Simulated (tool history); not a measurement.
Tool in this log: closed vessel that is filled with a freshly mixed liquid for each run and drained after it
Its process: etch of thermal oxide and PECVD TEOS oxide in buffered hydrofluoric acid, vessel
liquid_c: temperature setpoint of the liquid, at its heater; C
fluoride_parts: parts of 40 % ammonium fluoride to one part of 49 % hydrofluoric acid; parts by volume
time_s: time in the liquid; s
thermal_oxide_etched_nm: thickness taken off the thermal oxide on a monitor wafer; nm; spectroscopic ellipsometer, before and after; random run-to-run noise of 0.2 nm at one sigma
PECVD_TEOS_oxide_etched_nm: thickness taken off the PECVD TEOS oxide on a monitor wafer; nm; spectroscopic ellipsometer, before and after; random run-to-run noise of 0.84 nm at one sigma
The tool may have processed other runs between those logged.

| run | hour | liquid_c | fluoride_parts | time_s | thermal_oxide_etched_nm | PECVD_TEOS_oxide_etched_nm |
|---|---|---|---|---|---|---|
| 1 | 0 | 25 | 14 | 60 | 54.887 | 109.23 |
| 2 | 8.2 | 25 | 15.5 | 60 | 49.946 | 100.07 |
| 3 | 16.7 | 25 | 15.5 | 40 | 33.107 | 67.119 |
| 4 | 23.5 | 25 | 18.5 | 40 | 27.979 | 56.738 |
| 5 | 29.7 | 23 | 18.5 | 40 | 25.054 | 49.832 |
| 6 | 31.8 | 25 | 18 | 40 | 28.779 | 57.332 |
| 7 | 32.7 | 27 | 18 | 40 | 31.862 | 64.522 |
| 8 | 38.5 | 28.5 | 18 | 40 | 34.309 | 70.022 |
| 9 | 39.5 | 29.5 | 17.5 | 40 | 37.5 | 75.916 |
| 10 | 48.2 | 30 | 17.5 | 40 | 38.429 | 78.211 |
| 11 | 54.8 | 30.5 | 17.5 | 40 | 39.299 | 80.053 |

The next listed run, before its measurement:
| 12 | 55.8 | 31 | 17.5 | 40 | ? | ? |

{"run 12": {"thermal_oxide_etched_nm": 40.548, "PECVD_TEOS_oxide_etched_nm": 80.662}}
